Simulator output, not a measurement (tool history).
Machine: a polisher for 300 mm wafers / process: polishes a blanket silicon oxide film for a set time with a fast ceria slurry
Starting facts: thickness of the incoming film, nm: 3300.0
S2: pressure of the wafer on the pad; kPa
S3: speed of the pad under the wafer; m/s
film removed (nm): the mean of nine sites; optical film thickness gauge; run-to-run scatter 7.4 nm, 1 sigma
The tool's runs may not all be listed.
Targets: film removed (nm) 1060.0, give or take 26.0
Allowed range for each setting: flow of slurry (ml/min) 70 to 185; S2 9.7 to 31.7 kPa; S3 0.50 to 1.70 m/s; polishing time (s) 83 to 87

run 1 hour=0.0 | flow_of_slurry_(ml/min)=120 S2=20.7 S3=1.10 polishing_time_(s)=83 | film_removed_(nm)=1448.2
run 2 hour=4.1 | flow_of_slurry_(ml/min)=140 S2=20.7 S3=1.10 polishing_time_(s)=83 | film_removed_(nm)=1515.2
run 3 hour=6.8 | flow_of_slurry_(ml/min)=130 S2=20.7 S3=1.10 polishing_time_(s)=83 | film_removed_(nm)=1491.1
run 4 hour=12.5 | flow_of_slurry_(ml/min)=130 S2=20.7 S3=1.10 polishing_time_(s)=83 | film_removed_(nm)=1492.3
run 5 hour=21.2 | flow_of_slurry_(ml/min)=130 S2=20.7 S3=0.92 polishing_time_(s)=83 | film_removed_(nm)=1234.6
run 6 hour=27.9 | flow_of_slurry_(ml/min)=120 S2=20.7 S3=0.92 polishing_time_(s)=83 | film_removed_(nm)=1216.3
run 7 hour=36.3 | flow_of_slurry_(ml/min)=110 S2=20.0 S3=0.92 polishing_time_(s)=83 | film_removed_(nm)=1163.7
run 8 hour=38.1 | flow_of_slurry_(ml/min)=105 S2=20.0 S3=0.92 polishing_time_(s)=83 | film_removed_(nm)=1147.8
run 9 hour=43.8 | flow_of_slurry_(ml/min)=100 S2=20.0 S3=0.92 polishing_time_(s)=83 | film_removed_(nm)=1147.6
run 10 hour=49.4 | flow_of_slurry_(ml/min)=95 S2=20.0 S3=0.92 polishing_time_(s)=83 | film_removed_(nm)=1124.9
run 11 hour=54.1 | flow_of_slurry_(ml/min)=75 S2=19.3 S3=0.92 polishing_time_(s)=83 | film_removed_(nm)=1010.9

Exercise: of the 4 proposed moves below, exactly one satisfies all targets within the stated allowed misses. Which move is it?
run A hour=58.8 | flow_of_slurry_(ml/min)=75 S2=24.8 S3=0.70 polishing_time_(s)=87 | film_removed_(nm)=?
run B hour=58.8 | flow_of_slurry_(ml/min)=80 S2=18.6 S3=1.06 polishing_time_(s)=83 | film_removed_(nm)=?
run C hour=58.8 | flow_of_slurry_(ml/min)=70 S2=20.0 S3=0.88 polishing_time_(s)=86 | film_removed_(nm)=?
run D hour=58.8 | flow_of_slurry_(ml/min)=75 S2=20.7 S3=0.90 polishing_time_(s)=85 | film_removed_(nm)=?

move=A film_removed_(nm)=1001.1
move=B film_removed_(nm)=1143.3
move=C film_removed_(nm)=998.5
move=D film_removed_(nm)=1065.8
A: misses by more than the last run did
B: takes the biggest miss from the last run beyond its target
C: misses by more than the last run did
D: all results in spec
D is the move that brings every result within its allowed miss.
